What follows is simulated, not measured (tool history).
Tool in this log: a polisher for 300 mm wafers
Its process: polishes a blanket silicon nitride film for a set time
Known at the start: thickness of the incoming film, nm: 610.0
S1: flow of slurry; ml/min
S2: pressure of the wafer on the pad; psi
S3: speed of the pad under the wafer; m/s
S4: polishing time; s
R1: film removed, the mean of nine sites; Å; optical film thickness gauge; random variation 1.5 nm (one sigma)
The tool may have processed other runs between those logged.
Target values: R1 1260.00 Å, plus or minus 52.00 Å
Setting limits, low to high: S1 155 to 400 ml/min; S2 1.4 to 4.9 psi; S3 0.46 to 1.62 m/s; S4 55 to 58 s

run,hour,S1,S2,S3,S4,R1
1,0.0,255,3.1,1.04,55,704.80
2,2.7,255,3.4,1.04,55,754.27
3,9.9,255,3.1,1.04,55,731.16
4,18.5,255,3.4,1.08,55,773.85
5,23.8,255,3.4,0.96,55,718.99
# hour 28.9: worn pad replaced by a new one
6,28.9,285,3.4,0.96,55,791.45
7,36.6,305,3.5,0.96,55,813.01
8,43.4,315,3.7,0.96,55,843.79
9,47.9,315,3.7,0.96,55,836.80
10,55.1,315,4.6,1.00,55,1050.70
11,60.8,325,4.7,1.02,55,1048.90
12,64.6,330,4.7,1.06,55,1100.10
13,72.3,335,4.7,1.08,55,1121.40
14,76.6,340,4.7,1.10,55,1152.30
15,80.7,340,4.7,1.10,55,1138.70

Which one of the following 5 next-run settings gets every result inside its allowed miss? There is exactly one.
A,84.8,330,4.7,1.12,56,?
B,84.8,320,4.0,1.14,55,?
C,84.8,305,4.2,1.10,55,?
D,84.8,370,4.8,1.06,55,?
E,84.8,310,4.9,1.20,55,?

move,R1
A,1165.30
B,1018.60
C,1024.70
D,1123.40
E,1244.90
A: closer than the last run, but not yet in spec
B: moves away from the targets compared with the last run
C: moves away from the targets compared with the last run
D: moves away from the targets compared with the last run
E: in spec on every target
E meets every target.
